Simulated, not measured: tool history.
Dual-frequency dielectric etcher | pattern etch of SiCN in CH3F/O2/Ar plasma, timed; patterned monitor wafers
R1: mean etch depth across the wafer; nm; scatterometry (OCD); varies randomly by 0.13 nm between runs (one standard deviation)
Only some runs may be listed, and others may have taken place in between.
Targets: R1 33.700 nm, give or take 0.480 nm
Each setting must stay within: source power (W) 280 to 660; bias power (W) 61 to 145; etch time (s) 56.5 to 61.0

{"run": 1, "day": 0.0, "source power (W)": 470, "bias power (W)": 103, "etch time (s)": 61.0, "R1": 28.884}
{"run": 2, "day": 0.075, "source power (W)": 500, "bias power (W)": 104, "etch time (s)": 61.0, "R1": 30.164}
{"run": 3, "day": 0.4, "source power (W)": 430, "bias power (W)": 104, "etch time (s)": 61.0, "R1": 27.5}
{"run": 4, "day": 0.683, "source power (W)": 460, "bias power (W)": 104, "etch time (s)": 61.0, "R1": 28.725}
{"run": 5, "day": 1.042, "source power (W)": 460, "bias power (W)": 104, "etch time (s)": 61.0, "R1": 28.675}
{"run": 6, "day": 1.279, "source power (W)": 540, "bias power (W)": 104, "etch time (s)": 61.0, "R1": 31.345}
{"run": 7, "day": 1.358, "source power (W)": 550, "bias power (W)": 104, "etch time (s)": 61.0, "R1": 31.688}
{"run": 8, "day": 1.671, "source power (W)": 560, "bias power (W)": 104, "etch time (s)": 61.0, "R1": 32.055}
{"run": 9, "day": 1.896, "source power (W)": 570, "bias power (W)": 104, "etch time (s)": 61.0, "R1": 32.178}
{"run": 10, "day": 2.221, "source power (W)": 580, "bias power (W)": 104, "etch time (s)": 61.0, "R1": 32.942}

5 next moves are on the table. One of them brings every result within its allowed miss. Which?
{"run": "A", "day": 2.546, "source power (W)": 590, "bias power (W)": 102, "etch time (s)": 61.0, "R1": "?"}
{"run": "B", "day": 2.546, "source power (W)": 600, "bias power (W)": 103, "etch time (s)": 59.5, "R1": "?"}
{"run": "C", "day": 2.546, "source power (W)": 580, "bias power (W)": 107, "etch time (s)": 59.0, "R1": "?"}
{"run": "D", "day": 2.546, "source power (W)": 620, "bias power (W)": 111, "etch time (s)": 59.0, "R1": "?"}
{"run": "E", "day": 2.546, "source power (W)": 610, "bias power (W)": 100, "etch time (s)": 61.0, "R1": "?"}

move=A R1=32.713
move=B R1=32.353
move=C R1=32.121
move=D R1=33.881
move=E R1=32.962
A: misses by more than the last run did
B: misses by more than the last run did
C: misses by more than the last run did
D: every result within its allowed miss
E: no better and no worse than the last run
So the answer is move D, the one that meets all the targets.
